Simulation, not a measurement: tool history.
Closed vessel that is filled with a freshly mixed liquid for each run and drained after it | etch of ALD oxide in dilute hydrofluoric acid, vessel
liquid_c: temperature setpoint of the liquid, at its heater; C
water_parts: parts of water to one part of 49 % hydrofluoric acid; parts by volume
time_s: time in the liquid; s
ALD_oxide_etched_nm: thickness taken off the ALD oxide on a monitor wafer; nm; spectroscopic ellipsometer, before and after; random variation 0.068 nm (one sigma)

{"run": 1, "hour": 0.0, "liquid_c": 21, "water_parts": 90, "time_s": 105, "ALD_oxide_etched_nm": 16.373}
{"run": 2, "hour": 7.8, "liquid_c": 21, "water_parts": 90, "time_s": 80, "ALD_oxide_etched_nm": 12.578}
{"run": 3, "hour": 15.5, "liquid_c": 21, "water_parts": 90, "time_s": 105, "ALD_oxide_etched_nm": 16.435}
{"run": 4, "hour": 21.6, "liquid_c": 20, "water_parts": 100, "time_s": 105, "ALD_oxide_etched_nm": 14.243}
{"run": 5, "hour": 28.3, "liquid_c": 23, "water_parts": 100, "time_s": 105, "ALD_oxide_etched_nm": 15.809}
{"run": 6, "hour": 31.5, "liquid_c": 21.5, "water_parts": 105, "time_s": 105, "ALD_oxide_etched_nm": 14.059}
{"run": 7, "hour": 32.1, "liquid_c": 20.5, "water_parts": 110, "time_s": 105, "ALD_oxide_etched_nm": 13.069}
{"run": 8, "hour": 40.6, "liquid_c": 19.5, "water_parts": 115, "time_s": 105, "ALD_oxide_etched_nm": 11.742}

Run 9 comes next. What will it give?
{"run": 9, "hour": 45.6, "liquid_c": 19, "water_parts": 115, "time_s": 105, "ALD_oxide_etched_nm": "?"}

{"run 9": {"ALD_oxide_etched_nm": 11.535}}
